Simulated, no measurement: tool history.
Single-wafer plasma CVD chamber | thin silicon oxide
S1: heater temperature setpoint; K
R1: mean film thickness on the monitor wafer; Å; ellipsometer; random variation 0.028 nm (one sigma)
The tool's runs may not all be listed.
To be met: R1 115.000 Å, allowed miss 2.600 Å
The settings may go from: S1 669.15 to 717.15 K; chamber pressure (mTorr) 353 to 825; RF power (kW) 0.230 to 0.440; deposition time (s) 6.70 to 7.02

{"run": 1, "hour": 0.0, "S1": 693.15, "chamber pressure (mTorr)": 589, "RF power (kW)": 0.335, "deposition time (s)": 7.02, "R1": 89.64}
{"run": 2, "hour": 9.0, "S1": 704.15, "chamber pressure (mTorr)": 589, "RF power (kW)": 0.335, "deposition time (s)": 7.02, "R1": 88.591}
{"run": 3, "hour": 9.5, "S1": 704.15, "chamber pressure (mTorr)": 589, "RF power (kW)": 0.355, "deposition time (s)": 7.02, "R1": 90.431}
{"run": 4, "hour": 11.2, "S1": 704.15, "chamber pressure (mTorr)": 589, "RF power (kW)": 0.315, "deposition time (s)": 7.02, "R1": 87.092}
{"run": 5, "hour": 17.9, "S1": 704.15, "chamber pressure (mTorr)": 617, "RF power (kW)": 0.315, "deposition time (s)": 7.02, "R1": 91.171}
{"run": 6, "hour": 19.2, "S1": 704.15, "chamber pressure (mTorr)": 641, "RF power (kW)": 0.315, "deposition time (s)": 7.02, "R1": 94.463}
{"run": 7, "hour": 23.0, "S1": 704.15, "chamber pressure (mTorr)": 663, "RF power (kW)": 0.315, "deposition time (s)": 7.02, "R1": 97.525}
{"run": 8, "hour": 24.4, "S1": 704.15, "chamber pressure (mTorr)": 682, "RF power (kW)": 0.315, "deposition time (s)": 7.02, "R1": 100.26}

Which of these 5 next moves meets every target?
{"run": "A", "hour": 25.8, "S1": 703.15, "chamber pressure (mTorr)": 673, "RF power (kW)": 0.275, "deposition time (s)": 6.7, "R1": "?"}
{"run": "B", "hour": 25.8, "S1": 705.15, "chamber pressure (mTorr)": 589, "RF power (kW)": 0.305, "deposition time (s)": 6.77, "R1": "?"}
{"run": "C", "hour": 25.8, "S1": 716.15, "chamber pressure (mTorr)": 816, "RF power (kW)": 0.285, "deposition time (s)": 7.02, "R1": "?"}
{"run": "D", "hour": 25.8, "S1": 699.15, "chamber pressure (mTorr)": 724, "RF power (kW)": 0.32, "deposition time (s)": 6.86, "R1": "?"}
{"run": "E", "hour": 25.8, "S1": 700.15, "chamber pressure (mTorr)": 606, "RF power (kW)": 0.295, "deposition time (s)": 7.02, "R1": "?"}

move=A R1=90.882
move=B R1=83.290
move=C R1=114.080
move=D R1=105.020
move=E R1=88.174
A: further off than the last run
B: further off than the last run
C: meets every target
D: nearer than the last run, and not there yet
E: further off than the last run
The right move is C.
